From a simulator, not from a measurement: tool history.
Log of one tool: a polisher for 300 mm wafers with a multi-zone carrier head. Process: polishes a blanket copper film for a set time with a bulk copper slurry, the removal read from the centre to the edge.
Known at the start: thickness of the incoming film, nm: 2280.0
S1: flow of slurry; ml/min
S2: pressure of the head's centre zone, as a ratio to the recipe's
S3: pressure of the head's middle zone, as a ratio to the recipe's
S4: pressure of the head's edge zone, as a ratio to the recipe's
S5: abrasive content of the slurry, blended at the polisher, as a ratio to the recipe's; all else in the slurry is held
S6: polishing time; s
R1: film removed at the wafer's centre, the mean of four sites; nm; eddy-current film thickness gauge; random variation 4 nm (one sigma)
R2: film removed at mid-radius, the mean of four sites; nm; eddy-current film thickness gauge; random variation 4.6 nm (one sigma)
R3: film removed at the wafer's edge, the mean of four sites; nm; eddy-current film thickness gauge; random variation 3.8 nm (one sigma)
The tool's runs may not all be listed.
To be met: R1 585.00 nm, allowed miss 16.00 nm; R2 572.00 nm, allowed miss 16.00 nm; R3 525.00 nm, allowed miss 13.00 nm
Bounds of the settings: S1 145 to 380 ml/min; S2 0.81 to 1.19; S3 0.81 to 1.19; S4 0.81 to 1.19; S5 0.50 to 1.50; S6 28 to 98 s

run 1 hour=0.0 | S1=245 S2=1.00 S3=1.00 S4=1.00 S5=1.00 S6=63 | R1=709.58 R2=732.67 R3=718.06
run 2 hour=3.1 | S1=245 S2=1.00 S3=1.00 S4=0.98 S5=0.95 S6=62 | R1=689.25 R2=719.20 R3=680.58
run 3 hour=7.6 | S1=240 S2=1.00 S3=0.98 S4=0.96 S5=0.90 S6=62 | R1=686.36 R2=682.03 R3=676.19
run 4 hour=12.5 | S1=240 S2=1.00 S3=0.99 S4=0.94 S5=0.85 S6=61 | R1=655.71 R2=674.54 R3=650.31
run 5 hour=14.0 | S1=240 S2=1.01 S3=0.99 S4=0.92 S5=0.80 S6=60 | R1=645.21 R2=654.85 R3=618.68
run 6 hour=16.6 | S1=235 S2=1.01 S3=0.99 S4=0.91 S5=0.75 S6=60 | R1=633.78 R2=641.34 R3=595.52
run 7 hour=22.8 | S1=225 S2=1.01 S3=0.98 S4=0.90 S5=0.75 S6=60 | R1=624.50 R2=634.50 R3=605.87
run 8 hour=26.4 | S1=290 S2=1.04 S3=0.98 S4=0.86 S5=0.50 S6=54 | R1=545.36 R2=526.30 R3=481.64
run 9 hour=31.6 | S1=290 S2=1.04 S3=0.99 S4=0.88 S5=0.50 S6=54 | R1=544.45 R2=531.23 R3=490.34
run 10 hour=37.1 | S1=290 S2=1.05 S3=1.00 S4=0.89 S5=0.50 S6=54 | R1=547.75 R2=534.35 R3=488.56
run 11 hour=39.7 | S1=290 S2=1.05 S3=1.01 S4=0.90 S5=0.50 S6=54 | R1=554.20 R2=544.69 R3=493.39
run 12 hour=43.8 | S1=290 S2=1.05 S3=1.01 S4=0.91 S5=0.50 S6=54 | R1=546.21 R2=543.22 R3=496.35
run 13 hour=49.1 | S1=290 S2=1.06 S3=1.01 S4=0.92 S5=0.50 S6=54 | R1=550.58 R2=545.22 R3=499.39
run 14 hour=57.2 | S1=290 S2=1.07 S3=1.01 S4=0.93 S5=0.50 S6=54 | R1=565.15 R2=545.29 R3=499.30
run 15 hour=65.0 | S1=290 S2=1.07 S3=1.01 S4=0.94 S5=0.50 S6=54 | R1=564.64 R2=538.70 R3=508.16

4 next moves are on the table. One of them brings every result within its allowed miss. Which?
run A hour=72.8 | S1=285 S2=1.04 S3=0.93 S4=1.00 S5=0.60 S6=52 | R1=? R2=? R3=?
run B hour=72.8 | S1=270 S2=1.08 S3=1.02 S4=0.98 S5=0.50 S6=53 | R1=? R2=? R3=?
run C hour=72.8 | S1=305 S2=1.07 S3=1.01 S4=0.93 S5=0.65 S6=53 | R1=? R2=? R3=?
run D hour=72.8 | S1=290 S2=1.19 S3=1.01 S4=0.88 S5=0.50 S6=54 | R1=? R2=? R3=?

move=A R1=543.97 R2=516.46 R3=526.77
move=B R1=544.60 R2=533.34 R3=503.03
move=C R1=587.68 R2=575.93 R3=532.23
move=D R1=617.07 R2=543.35 R3=490.41
A: further off than the last run
B: further off than the last run
C: meets every target
D: further off than the last run
Move C is the one to make.
